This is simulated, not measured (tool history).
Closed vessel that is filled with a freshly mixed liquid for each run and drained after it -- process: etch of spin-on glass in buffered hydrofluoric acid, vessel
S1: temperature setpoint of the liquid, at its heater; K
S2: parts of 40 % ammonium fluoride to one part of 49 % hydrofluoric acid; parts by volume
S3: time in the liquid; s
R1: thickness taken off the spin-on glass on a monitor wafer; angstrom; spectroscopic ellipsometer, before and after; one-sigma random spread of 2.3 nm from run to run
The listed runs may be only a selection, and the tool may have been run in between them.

| run | hour | S1 | S2 | S3 | R1 |
|---|---|---|---|---|---|
| 1 | 0 | 297.15 | 8 | 95 | 3247.2 |
| 2 | 6.1 | 298.15 | 7.5 | 95 | 3709.4 |
| 3 | 11.8 | 299.65 | 7.5 | 95 | 4018 |
| 4 | 18.2 | 300.15 | 7.5 | 95 | 4132.6 |
|  | 24.5 | thermometer replaced |
| 5 | 24.5 | 297.15 | 7.5 | 95 | 3830 |
| 6 | 29.6 | 293.65 | 7.5 | 95 | 3166.4 |
| 7 | 32.6 | 293.65 | 7.5 | 95 | 3191.4 |

Run 8 comes next. What will it give?
| 8 | 33.5 | 295.15 | 7.5 | 95 | ? |

Run 8 gave R1 3427.7 angstrom.
